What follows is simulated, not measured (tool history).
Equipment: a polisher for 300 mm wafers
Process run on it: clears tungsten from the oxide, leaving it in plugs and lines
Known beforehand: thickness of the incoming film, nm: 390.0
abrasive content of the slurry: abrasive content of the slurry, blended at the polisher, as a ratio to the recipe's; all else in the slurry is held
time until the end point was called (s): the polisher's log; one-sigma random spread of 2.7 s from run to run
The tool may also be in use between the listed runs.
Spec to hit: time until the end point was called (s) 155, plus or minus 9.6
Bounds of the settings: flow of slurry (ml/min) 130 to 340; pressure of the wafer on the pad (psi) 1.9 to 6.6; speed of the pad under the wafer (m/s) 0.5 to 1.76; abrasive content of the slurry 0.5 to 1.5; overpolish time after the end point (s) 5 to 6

run,hour,flow of slurry (ml/min),pressure of the wafer on the pad (psi),speed of the pad under the wafer (m/s),abrasive content of the slurry,overpolish time after the end point (s),time until the end point was called (s)
1,0,220,4.2,1.12,1,6,70.316
2,6.1,220,5.2,1.12,1,6,59.29
3,13.8,175,5.2,1.12,1,6,58.836
4,17.5,175,4.6,1.12,1,6,67.297
5,24,175,4.2,1.06,1,6,76.907
6,27.1,175,5.1,1.06,1,6,63.938
7,34.7,170,3.9,0.74,0.95,6,115.68
8,39.7,170,3.7,0.74,0.95,6,127.62
9,48,170,3.6,0.74,0.95,6,126.98
10,53.3,170,3.5,0.74,0.95,6,129.75
11,55.5,170,3.4,0.74,0.95,6,133.69

Below are 5 possible settings for the next run. Only one of them brings all results inside the allowed miss of their targets. Which is it?
A,57.7,135,2.7,0.68,0.95,6,?
B,57.7,130,2.6,0.72,0.85,5,?
C,57.7,175,3.7,0.62,0.85,5,?
D,57.7,135,3,0.62,0.95,6,?
E,57.7,180,3.5,0.74,0.85,6,?

move,time until the end point was called (s)
A,178.71
B,182.15
C,149.01
D,178.09
E,131.92
A: pushes the last run's worst result past its target
B: pushes the last run's worst result past its target
C: every result lands within tolerance
D: pushes the last run's worst result past its target
E: misses by more than the last run did
Move C is the one to make.

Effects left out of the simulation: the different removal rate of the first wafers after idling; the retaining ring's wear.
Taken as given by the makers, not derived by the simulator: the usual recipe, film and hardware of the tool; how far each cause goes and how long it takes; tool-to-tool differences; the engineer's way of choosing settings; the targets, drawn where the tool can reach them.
